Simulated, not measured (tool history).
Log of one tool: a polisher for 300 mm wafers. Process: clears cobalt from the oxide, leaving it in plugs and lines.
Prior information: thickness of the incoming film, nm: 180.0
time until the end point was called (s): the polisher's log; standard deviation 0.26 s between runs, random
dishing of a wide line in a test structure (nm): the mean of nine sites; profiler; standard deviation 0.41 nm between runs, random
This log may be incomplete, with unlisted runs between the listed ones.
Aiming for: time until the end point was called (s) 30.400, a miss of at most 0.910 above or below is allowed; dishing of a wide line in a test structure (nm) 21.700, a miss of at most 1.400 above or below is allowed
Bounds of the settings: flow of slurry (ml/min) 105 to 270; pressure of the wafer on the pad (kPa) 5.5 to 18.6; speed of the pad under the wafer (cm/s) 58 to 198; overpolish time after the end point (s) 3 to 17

| run | hour | flow of slurry (ml/min) | pressure of the wafer on the pad (kPa) | speed of the pad under the wafer (cm/s) | overpolish time after the end point (s) | time until the end point was called (s) | dishing of a wide line in a test structure (nm) |
|---|---|---|---|---|---|---|---|
| 1 | 0.0 | 175 | 11.7 | 128 | 9 | 41.665 | 31.484 |
| 2 | 7.6 | 175 | 13.1 | 128 | 9 | 38.551 | 31.604 |
| 3 | 15.2 | 185 | 14.5 | 126 | 7 | 35.602 | 28.808 |
| 4 | 21.7 | 175 | 15.9 | 124 | 6 | 34.126 | 26.530 |
| 5 | 28.8 | 175 | 15.9 | 102 | 6 | 40.170 | 23.908 |
| 6 | 34.1 | 175 | 15.9 | 102 | 5 | 40.232 | 21.290 |
| 7 | 41.8 | 205 | 18.6 | 106 | 3 | 33.883 | 15.623 |
| 8 | 47.9 | 190 | 18.6 | 110 | 3 | 32.996 | 15.492 |
| 9 | 51.8 | 190 | 17.9 | 116 | 4 | 32.544 | 19.767 |
| 10 | 56.9 | 185 | 17.9 | 118 | 4 | 32.255 | 20.032 |
| 11 | 65.0 | 180 | 17.9 | 120 | 4 | 31.946 | 20.695 |

Consider the 5 candidate settings below. Which is the only one whose results all fall within their allowed miss of target?
| A | 73.1 | 190 | 16.5 | 122 | 4 | ? | ? |
| B | 73.1 | 135 | 16.5 | 136 | 4 | ? | ? |
| C | 73.1 | 235 | 17.9 | 112 | 4 | ? | ? |
| D | 73.1 | 160 | 15.2 | 130 | 5 | ? | ? |
| E | 73.1 | 175 | 17.9 | 130 | 4 | ? | ? |

| move | time until the end point was called (s) | dishing of a wide line in a test structure (nm) |
|---|---|---|
| A | 33.477 | 20.199 |
| B | 32.410 | 20.731 |
| C | 32.795 | 20.539 |
| D | 34.847 | 23.359 |
| E | 30.283 | 21.885 |
A: further off than the last run
B: further off than the last run
C: further off than the last run
D: further off than the last run
E: every result within its allowed miss
Correct choice: E, which meets every target
